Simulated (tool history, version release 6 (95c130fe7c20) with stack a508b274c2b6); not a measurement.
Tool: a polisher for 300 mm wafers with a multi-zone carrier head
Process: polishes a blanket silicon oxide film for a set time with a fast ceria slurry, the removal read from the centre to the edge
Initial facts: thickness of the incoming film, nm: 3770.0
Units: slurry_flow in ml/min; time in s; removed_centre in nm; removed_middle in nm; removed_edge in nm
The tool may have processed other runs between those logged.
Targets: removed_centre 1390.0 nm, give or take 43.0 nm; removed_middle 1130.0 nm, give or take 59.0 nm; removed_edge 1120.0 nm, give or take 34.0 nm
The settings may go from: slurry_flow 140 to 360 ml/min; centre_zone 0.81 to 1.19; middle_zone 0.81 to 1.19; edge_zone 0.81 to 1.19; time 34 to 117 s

run,hour,slurry_flow,centre_zone,middle_zone,edge_zone,time,removed_centre,removed_middle,removed_edge
1,0.0,230,1.00,1.00,1.00,75,1083.6,1065.6,1070.3
2,2.6,175,1.00,1.00,1.00,75,1059.9,1021.7,1033.5
3,3.4,175,1.00,1.00,1.00,86,1231.4,1174.3,1194.5
4,10.2,175,1.00,1.00,0.94,86,1225.7,1166.6,1188.8
5,15.1,175,1.03,1.00,0.94,85,1245.7,1182.2,1163.7
6,23.4,175,1.06,0.98,0.94,85,1297.0,1173.7,1150.1
7,24.1,175,1.07,0.97,0.94,85,1298.5,1127.3,1152.7
8,31.2,175,1.08,0.97,0.94,85,1302.9,1136.2,1168.4
# hour 39.4: worn pad replaced by a new one
9,39.4,175,1.10,0.97,0.93,85,1405.3,1189.8,1227.1
10,47.7,170,1.11,0.97,0.91,84,1416.9,1189.4,1205.9

Which of these 5 next moves meets every target?
A,56.0,235,1.02,0.97,0.94,88,?,?,?
B,56.0,165,1.11,0.95,0.97,85,?,?,?
C,56.0,150,1.16,0.97,0.84,82,?,?,?
D,56.0,200,1.03,0.99,0.89,90,?,?,?
E,56.0,260,1.05,0.85,1.01,85,?,?,?

move,removed_centre,removed_middle,removed_edge
A,1372.6,1257.1,1313.5
B,1398.8,1159.8,1257.1
C,1398.7,1129.3,1145.3
D,1398.0,1291.0,1304.5
E,1375.7,1098.7,1312.8
A: its largest miss is bigger than the last run's
B: its largest miss is bigger than the last run's
C: meets every target
D: its largest miss is bigger than the last run's
E: its largest miss is bigger than the last run's
Go with C: it meets all targets.
